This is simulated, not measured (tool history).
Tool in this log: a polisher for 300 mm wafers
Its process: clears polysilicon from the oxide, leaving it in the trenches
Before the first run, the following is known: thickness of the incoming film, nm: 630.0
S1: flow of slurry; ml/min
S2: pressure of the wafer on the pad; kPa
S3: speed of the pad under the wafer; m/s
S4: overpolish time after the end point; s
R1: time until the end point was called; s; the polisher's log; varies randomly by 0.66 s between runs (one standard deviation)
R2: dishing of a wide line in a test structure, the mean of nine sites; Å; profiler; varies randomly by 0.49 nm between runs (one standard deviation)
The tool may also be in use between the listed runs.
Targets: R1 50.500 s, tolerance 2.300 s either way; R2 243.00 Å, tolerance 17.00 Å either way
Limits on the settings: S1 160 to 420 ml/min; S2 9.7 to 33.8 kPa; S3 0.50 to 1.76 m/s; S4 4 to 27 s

run 1 hour=0.0 | S1=270 S2=21.4 S3=1.12 S4=14 | R1=30.174 R2=328.97
run 2 hour=5.2 | S1=270 S2=21.4 S3=1.12 S4=16 | R1=30.535 R2=351.89
run 3 hour=8.7 | S1=270 S2=21.4 S3=1.12 S4=11 | R1=30.375 R2=345.31
run 4 hour=12.7 | S1=270 S2=21.4 S3=1.12 S4=16 | R1=29.977 R2=344.72
run 5 hour=21.7 | S1=270 S2=18.6 S3=1.10 S4=13 | R1=35.072 R2=330.78
run 6 hour=27.7 | S1=280 S2=15.9 S3=1.12 S4=10 | R1=40.496 R2=328.33
run 7 hour=35.2 | S1=245 S2=13.8 S3=1.16 S4=8 | R1=46.121 R2=321.45
run 8 hour=36.1 | S1=220 S2=12.4 S3=1.24 S4=7 | R1=47.416 R2=298.60
run 9 hour=38.2 | S1=205 S2=11.7 S3=1.30 S4=6 | R1=48.141 R2=292.38

Of the 5 settings listed for the next run, only one would bring every result within its allowed miss of target. Which one?
run A hour=40.3 | S1=215 S2=13.8 S3=1.16 S4=11 | R1=? R2=?
run B hour=40.3 | S1=210 S2=11.0 S3=1.40 S4=6 | R1=? R2=?
run C hour=40.3 | S1=160 S2=9.7 S3=1.76 S4=5 | R1=? R2=?
run D hour=40.3 | S1=195 S2=9.7 S3=1.50 S4=4 | R1=? R2=?
run E hour=40.3 | S1=185 S2=12.4 S3=1.26 S4=11 | R1=? R2=?

move=A R1=46.494 R2=334.87
move=B R1=47.979 R2=296.87
move=C R1=45.077 R2=285.21
move=D R1=51.311 R2=245.06
move=E R1=48.316 R2=333.71
A: lands further from the targets than the last run did
B: lands further from the targets than the last run did
C: moves toward the targets from the last run without getting all of them in spec
D: every result within its allowed miss
E: lands further from the targets than the last run did
So the answer is move D, the one that meets all the targets.
